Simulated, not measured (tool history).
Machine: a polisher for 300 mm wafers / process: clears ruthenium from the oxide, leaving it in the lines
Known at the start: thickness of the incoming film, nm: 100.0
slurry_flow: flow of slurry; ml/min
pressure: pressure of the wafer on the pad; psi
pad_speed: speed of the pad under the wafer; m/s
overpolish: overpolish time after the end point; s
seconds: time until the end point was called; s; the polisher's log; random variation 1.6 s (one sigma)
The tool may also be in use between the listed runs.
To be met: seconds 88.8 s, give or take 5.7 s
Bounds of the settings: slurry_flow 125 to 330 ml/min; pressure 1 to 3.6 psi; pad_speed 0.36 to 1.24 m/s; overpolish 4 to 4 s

| run | hour | slurry_flow | pressure | pad_speed | overpolish | seconds |
|---|---|---|---|---|---|---|
| 1 | 0 | 210 | 2.3 | 0.8 | 4 | 129.73 |
| 2 | 6.5 | 245 | 2.3 | 0.8 | 4 | 122.97 |
| 3 | 10.6 | 250 | 2.4 | 0.8 | 4 | 119.67 |
| 4 | 11.6 | 250 | 2.5 | 0.8 | 4 | 115.48 |
| 5 | 18 | 250 | 2.5 | 0.8 | 4 | 117.16 |
| 6 | 20.7 | 250 | 2.6 | 0.82 | 4 | 107.6 |
| 7 | 27.6 | 250 | 2.7 | 0.82 | 4 | 107.11 |
| 8 | 29.3 | 250 | 2.8 | 0.82 | 4 | 99.888 |
| 9 | 36.4 | 250 | 2.9 | 0.82 | 4 | 97.107 |
| 10 | 40.5 | 250 | 3 | 0.82 | 4 | 97.666 |

Which one of the following 5 next-run settings gets every result inside its allowed miss? There is exactly one.
| A | 44.6 | 235 | 2.8 | 0.82 | 4 | ? |
| B | 44.6 | 230 | 3 | 0.9 | 4 | ? |
| C | 44.6 | 280 | 2.9 | 0.72 | 4 | ? |
| D | 44.6 | 305 | 3.1 | 0.72 | 4 | ? |
| E | 44.6 | 260 | 2.8 | 0.78 | 4 | ? |

| move | seconds |
|---|---|
| A | 100.23 |
| B | 86.121 |
| C | 107.26 |
| D | 99.713 |
| E | 103.85 |
A: moves away from the targets compared with the last run
B: every result within its allowed miss
C: moves away from the targets compared with the last run
D: moves away from the targets compared with the last run
E: moves away from the targets compared with the last run
The right move is B.
